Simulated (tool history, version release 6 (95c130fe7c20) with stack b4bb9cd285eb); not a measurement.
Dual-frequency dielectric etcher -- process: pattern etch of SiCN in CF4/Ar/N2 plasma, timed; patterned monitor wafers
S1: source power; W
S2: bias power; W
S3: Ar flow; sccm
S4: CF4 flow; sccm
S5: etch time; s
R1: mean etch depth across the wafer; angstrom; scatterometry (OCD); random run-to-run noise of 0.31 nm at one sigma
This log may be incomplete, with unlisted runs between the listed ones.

{"run": 1, "hour": 0.0, "S1": 510, "S2": 92, "S3": 97, "S4": 71, "S5": 117, "R1": 1234.5}
{"run": 2, "hour": 7.7, "S1": 470, "S2": 91, "S3": 97, "S4": 71, "S5": 117, "R1": 1154.6}
{"run": 3, "hour": 12.7, "S1": 440, "S2": 90, "S3": 97, "S4": 71, "S5": 117, "R1": 1082.4}
{"run": 4, "hour": 13.7, "S1": 440, "S2": 90, "S3": 97, "S4": 62, "S5": 117, "R1": 1061.5}
{"hour": 19.1, "done": "source power generator calibrated"}
{"run": 5, "hour": 19.1, "S1": 440, "S2": 90, "S3": 97, "S4": 70, "S5": 117, "R1": 1105}
{"run": 6, "hour": 28.1, "S1": 440, "S2": 90, "S3": 97, "S4": 70, "S5": 122, "R1": 1154.1}
{"run": 7, "hour": 32.2, "S1": 410, "S2": 89, "S3": 97, "S4": 70, "S5": 122, "R1": 1080.8}
{"run": 8, "hour": 33.4, "S1": 390, "S2": 89, "S3": 97, "S4": 70, "S5": 122, "R1": 1044.1}

Forecast run 9:
{"run": 9, "hour": 36.4, "S1": 370, "S2": 89, "S3": 97, "S4": 70, "S5": 122, "R1": "?"}

Run 9 yielded R1 1003.5 angstrom.
